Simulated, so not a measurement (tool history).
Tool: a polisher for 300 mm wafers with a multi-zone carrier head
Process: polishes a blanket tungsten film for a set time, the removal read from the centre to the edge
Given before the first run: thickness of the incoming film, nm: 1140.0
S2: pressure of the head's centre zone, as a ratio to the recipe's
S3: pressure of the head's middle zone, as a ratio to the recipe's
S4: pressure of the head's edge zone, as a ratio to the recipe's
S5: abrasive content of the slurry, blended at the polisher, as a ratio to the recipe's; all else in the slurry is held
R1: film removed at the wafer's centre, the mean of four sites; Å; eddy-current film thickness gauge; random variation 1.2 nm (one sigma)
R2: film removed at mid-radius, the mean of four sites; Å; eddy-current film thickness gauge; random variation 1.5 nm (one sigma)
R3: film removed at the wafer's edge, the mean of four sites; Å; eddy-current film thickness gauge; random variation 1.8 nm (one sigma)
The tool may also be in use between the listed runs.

Run 1, hour 0.0: flow of slurry (ml/min) 130, S2 1.00, S3 1.00, S4 1.00, S5 1.00, polishing time (s) 35. Result: R1 973.81 Å, R2 1060.00 Å, R3 1030.50 Å.
Run 2, hour 7.0: flow of slurry (ml/min) 130, S2 1.00, S3 1.00, S4 0.97, S5 1.00, polishing time (s) 35. Result: R1 968.30 Å, R2 1042.10 Å, R3 1042.30 Å.
Run 3, hour 13.0: flow of slurry (ml/min) 135, S2 1.02, S3 1.00, S4 0.97, S5 1.05, polishing time (s) 35. Result: R1 1010.90 Å, R2 1071.00 Å, R3 1037.70 Å.
Run 4, hour 20.8: flow of slurry (ml/min) 135, S2 0.99, S3 1.00, S4 0.97, S5 1.05, polishing time (s) 35. Result: R1 964.28 Å, R2 1072.90 Å, R3 1078.90 Å.
Run 5, hour 24.0: flow of slurry (ml/min) 140, S2 1.01, S3 0.99, S4 0.97, S5 1.10, polishing time (s) 35. Result: R1 1000.30 Å, R2 1083.90 Å, R3 1076.90 Å.
Run 6, hour 32.5: flow of slurry (ml/min) 140, S2 1.01, S3 0.99, S4 0.97, S5 1.10, polishing time (s) 31. Result: R1 900.12 Å, R2 961.06 Å, R3 950.84 Å.
Run 7, hour 39.8: flow of slurry (ml/min) 145, S2 1.03, S3 0.98, S4 0.97, S5 1.15, polishing time (s) 32. Result: R1 947.31 Å, R2 994.82 Å, R3 946.09 Å.
Run 8, hour 41.4: flow of slurry (ml/min) 140, S2 1.04, S3 0.97, S4 0.97, S5 1.15, polishing time (s) 34. Result: R1 1019.40 Å, R2 1051.10 Å, R3 1061.50 Å.
Run 9, hour 50.1: flow of slurry (ml/min) 140, S2 1.06, S3 0.97, S4 0.97, S5 1.20, polishing time (s) 35. Result: R1 1079.00 Å, R2 1086.00 Å, R3 1114.90 Å.

What will run 10 give?
Run 10, hour 58.0: flow of slurry (ml/min) 140, S2 1.08, S3 0.98, S4 0.97, S5 1.25, polishing time (s) 35. Result: R1 ?, R2 ?, R3 ?.

{"run 10": {"R1": 1112.2, "R2": 1107.7, "R3": 1088.0}}
